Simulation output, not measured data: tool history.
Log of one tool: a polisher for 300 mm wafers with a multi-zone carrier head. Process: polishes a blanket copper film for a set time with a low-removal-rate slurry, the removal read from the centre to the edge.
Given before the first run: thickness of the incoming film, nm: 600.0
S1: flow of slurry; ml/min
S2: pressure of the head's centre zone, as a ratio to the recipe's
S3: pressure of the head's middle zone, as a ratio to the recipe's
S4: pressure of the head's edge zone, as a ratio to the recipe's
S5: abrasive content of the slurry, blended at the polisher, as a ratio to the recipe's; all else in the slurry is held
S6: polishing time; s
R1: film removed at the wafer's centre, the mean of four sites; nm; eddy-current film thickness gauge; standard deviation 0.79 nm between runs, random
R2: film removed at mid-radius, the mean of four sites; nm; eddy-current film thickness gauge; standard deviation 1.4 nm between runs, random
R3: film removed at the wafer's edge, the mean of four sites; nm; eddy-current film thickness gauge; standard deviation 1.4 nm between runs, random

| run | hour | S1 | S2 | S3 | S4 | S5 | S6 | R1 | R2 | R3 |
|---|---|---|---|---|---|---|---|---|---|---|
| 1 | 0 | 120 | 1 | 1 | 1 | 1 | 84 | 131.85 | 132.05 | 131.31 |
| 2 | 0.5 | 135 | 1 | 1 | 1 | 1 | 84 | 133.13 | 134.23 | 131.55 |
| 3 | 6.6 | 115 | 1 | 1 | 1 | 1 | 84 | 130.02 | 132.59 | 128.19 |
| 4 | 13.3 | 115 | 1 | 1 | 1.07 | 1 | 84 | 128.57 | 130.94 | 134.4 |
| 5 | 16.2 | 115 | 1 | 0.99 | 1.04 | 0.95 | 83 | 126.23 | 127.92 | 124.7 |
| 6 | 17.4 | 115 | 1 | 0.99 | 1.04 | 0.8 | 83 | 117.73 | 120.23 | 120.35 |
| 7 | 23.3 | 110 | 1 | 0.98 | 1.02 | 0.8 | 83 | 116.5 | 115.68 | 120.43 |
| 8 | 31.7 | 110 | 1.01 | 0.99 | 1 | 0.75 | 82 | 114.23 | 116.16 | 111.46 |
| 9 | 35.6 | 105 | 1.01 | 0.98 | 0.99 | 0.75 | 82 | 114.61 | 113.27 | 109.62 |
| 10 | 41.1 | 105 | 1.01 | 0.98 | 0.99 | 0.75 | 82 | 114.61 | 112.24 | 109.57 |
| 11 | 47.4 | 100 | 1.01 | 0.98 | 0.98 | 0.75 | 82 | 112.97 | 114.85 | 111.73 |
| 12 | 50.6 | 100 | 1.01 | 0.97 | 0.97 | 0.75 | 82 | 112.93 | 114.14 | 109.67 |
| 13 | 58.5 | 100 | 1.01 | 0.96 | 0.96 | 0.75 | 82 | 112.55 | 109.59 | 108.74 |
| 14 | 60.4 | 100 | 1.01 | 0.96 | 0.95 | 0.75 | 82 | 113.01 | 110.04 | 108.53 |
| 15 | 65.6 | 100 | 1.01 | 0.96 | 0.94 | 0.75 | 82 | 112.97 | 110.64 | 108.51 |

Run 16 comes next. What will it give?
| 16 | 71.4 | 100 | 1.01 | 0.96 | 0.93 | 0.75 | 82 | ? | ? | ? |

{"run 16": {"R1": 112.67, "R2": 110.89, "R3": 109.56}}
